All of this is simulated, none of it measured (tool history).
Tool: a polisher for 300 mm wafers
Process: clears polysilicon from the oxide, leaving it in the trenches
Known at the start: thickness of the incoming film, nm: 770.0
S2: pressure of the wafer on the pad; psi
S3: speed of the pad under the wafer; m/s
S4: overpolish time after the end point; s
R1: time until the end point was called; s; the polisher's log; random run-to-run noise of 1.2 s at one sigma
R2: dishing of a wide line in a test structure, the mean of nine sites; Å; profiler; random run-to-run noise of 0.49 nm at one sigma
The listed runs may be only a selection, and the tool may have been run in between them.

Run 1, hour 0.0: flow of slurry (ml/min) 160, S2 3.0 psi, S3 1.12 m/s, S4 10 s. Result: R1 46.935 s, R2 615.42 Å.
Run 2, hour 8.3: flow of slurry (ml/min) 160, S2 2.7 psi, S3 1.10 m/s, S4 9 s. Result: R1 53.255 s, R2 539.14 Å.
Run 3, hour 14.3: flow of slurry (ml/min) 160, S2 2.7 psi, S3 1.22 m/s, S4 9 s. Result: R1 46.743 s, R2 593.25 Å.
Run 4, hour 15.4: flow of slurry (ml/min) 180, S2 2.7 psi, S3 1.08 m/s, S4 8 s. Result: R1 51.139 s, R2 550.99 Å.
Run 5, hour 22.2: flow of slurry (ml/min) 165, S2 2.4 psi, S3 1.10 m/s, S4 7 s. Result: R1 55.568 s, R2 497.48 Å.
Run 6, hour 26.9: flow of slurry (ml/min) 165, S2 2.8 psi, S3 1.10 m/s, S4 7 s. Result: R1 50.160 s, R2 519.76 Å.
Run 7, hour 29.5: flow of slurry (ml/min) 150, S2 2.8 psi, S3 1.02 m/s, S4 6 s. Result: R1 54.401 s, R2 470.45 Å.
Run 8, hour 34.8: flow of slurry (ml/min) 140, S2 2.9 psi, S3 0.92 m/s, S4 5 s. Result: R1 59.825 s, R2 395.14 Å.
Run 9, hour 41.9: flow of slurry (ml/min) 130, S2 3.0 psi, S3 0.84 m/s, S4 5 s. Result: R1 65.455 s, R2 383.57 Å.
Run 10, hour 45.5: flow of slurry (ml/min) 125, S2 3.2 psi, S3 0.78 m/s, S4 5 s. Result: R1 67.119 s, R2 376.07 Å.

Run 11 comes next. What will it give?
Run 11, hour 54.0: flow of slurry (ml/min) 95, S2 3.9 psi, S3 0.50 m/s, S4 3 s. Result: R1 ?, R2 ?.

{"run 11": {"R1": 93.501, "R2": 198.6}}
